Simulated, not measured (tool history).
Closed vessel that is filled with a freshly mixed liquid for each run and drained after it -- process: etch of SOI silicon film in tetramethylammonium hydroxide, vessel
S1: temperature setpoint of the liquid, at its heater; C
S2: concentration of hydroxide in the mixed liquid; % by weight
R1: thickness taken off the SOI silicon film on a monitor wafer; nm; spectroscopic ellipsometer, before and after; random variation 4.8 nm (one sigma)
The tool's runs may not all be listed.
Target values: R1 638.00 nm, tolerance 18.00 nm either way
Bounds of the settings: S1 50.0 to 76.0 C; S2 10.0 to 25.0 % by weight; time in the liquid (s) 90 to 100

run 1 hour=0.0 | S1=63.0 S2=19.5 time_in_the_liquid_(s)=90 | R1=326.93
run 2 hour=6.3 | S1=63.0 S2=19.5 time_in_the_liquid_(s)=90 | R1=326.30
run 3 hour=15.5 | S1=64.5 S2=19.5 time_in_the_liquid_(s)=90 | R1=358.14
run 4 hour=19.9 | S1=64.5 S2=22.5 time_in_the_liquid_(s)=90 | R1=311.05
run 5 hour=26.3 | S1=64.5 S2=25.0 time_in_the_liquid_(s)=90 | R1=277.51
run 6 hour=28.8 | S1=68.5 S2=25.0 time_in_the_liquid_(s)=90 | R1=348.71
run 7 hour=33.3 | S1=69.5 S2=24.5 time_in_the_liquid_(s)=90 | R1=378.24
run 8 hour=37.8 | S1=70.5 S2=24.0 time_in_the_liquid_(s)=90 | R1=412.68
run 9 hour=46.6 | S1=71.0 S2=23.5 time_in_the_liquid_(s)=90 | R1=432.56
run 10 hour=52.2 | S1=76.0 S2=20.0 time_in_the_liquid_(s)=90 | R1=681.89
run 11 hour=54.0 | S1=75.5 S2=20.0 time_in_the_liquid_(s)=90 | R1=669.24

Of the 4 settings listed for the next run, only one would bring every result within its allowed miss of target. Which one?
run A hour=55.8 | S1=74.0 S2=15.0 time_in_the_liquid_(s)=90 | R1=?
run B hour=55.8 | S1=76.0 S2=22.0 time_in_the_liquid_(s)=90 | R1=?
run C hour=55.8 | S1=75.5 S2=23.0 time_in_the_liquid_(s)=95 | R1=?
run D hour=55.8 | S1=74.0 S2=20.5 time_in_the_liquid_(s)=100 | R1=?

move=A R1=701.65
move=B R1=634.87
move=C R1=615.29
move=D R1=680.76
A: lands further from the targets than the last run did
B: hits every target within its allowed miss
C: moves the result that the last run missed by most past its target, out the other side
D: lands further from the targets than the last run did
The move that meets every target is B.

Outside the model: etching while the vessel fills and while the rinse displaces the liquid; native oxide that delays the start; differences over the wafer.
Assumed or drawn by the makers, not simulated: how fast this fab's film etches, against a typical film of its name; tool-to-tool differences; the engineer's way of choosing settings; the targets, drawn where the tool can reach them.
